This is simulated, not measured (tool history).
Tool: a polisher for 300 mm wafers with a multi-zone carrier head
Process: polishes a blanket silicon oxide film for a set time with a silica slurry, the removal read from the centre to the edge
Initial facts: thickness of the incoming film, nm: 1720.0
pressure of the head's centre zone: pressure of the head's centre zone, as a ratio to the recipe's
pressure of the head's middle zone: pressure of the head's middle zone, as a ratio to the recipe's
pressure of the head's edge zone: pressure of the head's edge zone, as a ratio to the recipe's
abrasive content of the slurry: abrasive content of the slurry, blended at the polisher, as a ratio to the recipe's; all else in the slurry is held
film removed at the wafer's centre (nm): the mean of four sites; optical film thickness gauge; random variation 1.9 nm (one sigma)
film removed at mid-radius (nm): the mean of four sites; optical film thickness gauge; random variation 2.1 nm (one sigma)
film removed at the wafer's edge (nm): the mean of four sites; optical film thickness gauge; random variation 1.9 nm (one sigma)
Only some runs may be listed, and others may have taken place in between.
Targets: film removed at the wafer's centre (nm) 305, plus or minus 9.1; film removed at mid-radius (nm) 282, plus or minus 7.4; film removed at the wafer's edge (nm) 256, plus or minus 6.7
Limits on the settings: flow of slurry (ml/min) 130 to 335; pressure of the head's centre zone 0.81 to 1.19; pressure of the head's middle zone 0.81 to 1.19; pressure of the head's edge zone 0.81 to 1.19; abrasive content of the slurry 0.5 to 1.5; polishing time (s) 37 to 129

run	hour	flow of slurry (ml/min)	pressure of the head's centre zone	pressure of the head's middle zone	pressure of the head's edge zone	abrasive content of the slurry	polishing time (s)	film removed at the wafer's centre (nm)	film removed at mid-radius (nm)	film removed at the wafer's edge (nm)
1	0	215	1	1	1	1	83	192.78	196.71	195.15
2	1.3	230	1.04	1.02	1.01	1.1	83	206.69	203.15	203.47
3	6.2	230	1.04	1.02	1.07	1.1	83	208.61	208.57	208.31
4	14	240	1.07	1.05	1.06	1.2	84	227.85	219.22	218.3
5	22.4	250	1.08	1.08	1.04	1.25	85	233.6	231.31	223.61
6	23.8	250	1.08	1.08	1.04	1.25	76	211.54	205.52	198.96
7	27.1	260	1.1	1.1	1.04	1.3	79	227.13	224.67	212.11
8	32.8	270	1.12	1.1	1.03	1.35	81	242.81	230.08	216.55
9	34.8	275	1.13	1.11	1.04	1.4	83	254.38	241.62	226.29
10	37.1	280	1.14	1.12	1.04	1.4	84	261.16	244.39	226.73
11	38.1	280	1.15	1.13	1.05	1.4	85	265.09	252.61	237.42

Of the 5 settings listed for the next run, only one would bring every result within its allowed miss of target. Which one?
A	39.1	225	1.08	1.12	1.15	1.35	99	?	?	?
B	39.1	280	1.11	1.19	1.09	1.25	100	?	?	?
C	39.1	270	1.15	1.03	1.07	1.3	81	?	?	?
D	39.1	315	1.14	1.12	1.01	1.5	96	?	?	?
E	39.1	335	1.16	1.12	0.98	1.3	97	?	?	?

move	film removed at the wafer's centre (nm)	film removed at mid-radius (nm)	film removed at the wafer's edge (nm)
A	278.83	280.54	277.48
B	290.51	294.03	270.76
C	245.96	220.57	219.97
D	308.97	293.13	269.12
E	304.5	283.69	256.37
A: an improvement on the last run, though not all results are within tolerance
B: an improvement on the last run, though not all results are within tolerance
C: its largest miss is bigger than the last run's
D: the worst result of the last run now meets its target, but another is out of spec
E: in spec on every target
Go with E: it meets all targets.
